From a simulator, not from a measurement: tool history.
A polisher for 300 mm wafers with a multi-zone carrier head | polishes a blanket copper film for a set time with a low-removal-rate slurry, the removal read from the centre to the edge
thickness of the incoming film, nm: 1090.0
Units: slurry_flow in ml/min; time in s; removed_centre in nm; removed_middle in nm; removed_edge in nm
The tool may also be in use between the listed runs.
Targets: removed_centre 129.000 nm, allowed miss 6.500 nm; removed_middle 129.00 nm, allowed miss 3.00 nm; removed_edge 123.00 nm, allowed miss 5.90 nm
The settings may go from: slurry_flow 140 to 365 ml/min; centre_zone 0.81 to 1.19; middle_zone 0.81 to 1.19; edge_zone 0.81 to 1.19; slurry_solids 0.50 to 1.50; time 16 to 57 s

run  hour  slurry_flow  centre_zone  middle_zone  edge_zone  slurry_solids  time  removed_centre  removed_middle  removed_edge
  1   0.0          235         1.00         1.00       1.00           1.00    36         101.180          103.81        101.82
  2   0.9          235         1.00         1.00       1.00           0.85    36          98.346          100.94        100.45
  3   2.8          245         1.03         1.03       1.04           0.95    37         108.110          111.17        108.00
  4   4.0          265         1.03         1.03       1.04           0.95    37         112.190          111.80        105.04
  5   9.2          245         1.03         1.03       1.04           0.95    37         108.360          110.96        109.39
  6  14.5          295         1.03         1.03       1.04           0.95    37         109.780          112.18        109.89
  7  19.1          300         1.05         1.05       1.08           1.00    37         115.530          116.41        110.75
  8  22.9          300         1.05         1.05       1.08           1.00    37         114.340          115.53        111.99
  9  28.8          300         1.06         1.06       1.10           1.05    37         120.480          118.04        111.02
 10  36.1          305         1.05         1.06       1.12           1.05    38         117.870          121.91        119.79
 11  44.2          305         1.06         1.07       1.13           1.05    38         119.630          122.69        117.48
 12  46.8          310         1.07         1.07       1.14           1.10    38         123.420          122.98        115.56
 13  50.3          315         1.07         1.07       1.15           1.10    38         125.600          124.01        119.81

5 next moves are on the table. One of them brings every result within its allowed miss. Which?
  A  53.8          330         1.04         1.03       1.18           1.10    38               ?               ?             ?
  B  53.8          260         1.12         1.11       1.15           0.70    43               ?               ?             ?
  C  53.8          275         1.08         1.06       1.15           1.05    39               ?               ?             ?
  D  53.8          295         1.11         1.00       1.14           1.05    39               ?               ?             ?
  E  53.8          325         1.07         1.02       1.11           1.20    38               ?               ?             ?

move  removed_centre  removed_middle  removed_edge
   A         121.610          120.67        124.87
   B         131.570          129.60        125.10
   C         125.700          123.36        123.72
   D         130.180          118.29        124.07
   E         127.140          121.69        123.77
A: further off than the last run
B: meets every target
C: further off than the last run
D: further off than the last run
E: further off than the last run
Answer: B
